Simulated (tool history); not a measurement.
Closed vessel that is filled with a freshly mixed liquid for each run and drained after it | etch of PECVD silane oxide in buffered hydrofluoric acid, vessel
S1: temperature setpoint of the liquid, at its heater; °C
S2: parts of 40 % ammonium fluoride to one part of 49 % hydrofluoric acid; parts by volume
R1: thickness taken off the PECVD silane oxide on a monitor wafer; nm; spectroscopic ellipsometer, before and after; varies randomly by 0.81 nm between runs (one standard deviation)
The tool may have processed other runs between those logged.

Run 1, hour 0.0: S1 21.0 °C, S2 11.5 parts by volume, time in the liquid (s) 30. Result: R1 45.115 nm.
Run 2, hour 4.7: S1 23.5 °C, S2 11.5 parts by volume, time in the liquid (s) 30. Result: R1 51.585 nm.
Run 3, hour 10.8: S1 20.0 °C, S2 11.5 parts by volume, time in the liquid (s) 30. Result: R1 41.770 nm.
Run 4, hour 14.5: S1 21.5 °C, S2 11.5 parts by volume, time in the liquid (s) 30. Result: R1 45.230 nm.
Run 5, hour 22.4: S1 20.0 °C, S2 11.5 parts by volume, time in the liquid (s) 30. Result: R1 42.318 nm.
Run 6, hour 25.6: S1 20.0 °C, S2 11.5 parts by volume, time in the liquid (s) 30. Result: R1 42.064 nm.

Estimate the outcome of run 7 from the log above:
Run 7, hour 31.6: S1 22.0 °C, S2 10.0 parts by volume, time in the liquid (s) 30. Result: R1 ?.

Run 7 yielded R1 54.184 nm.
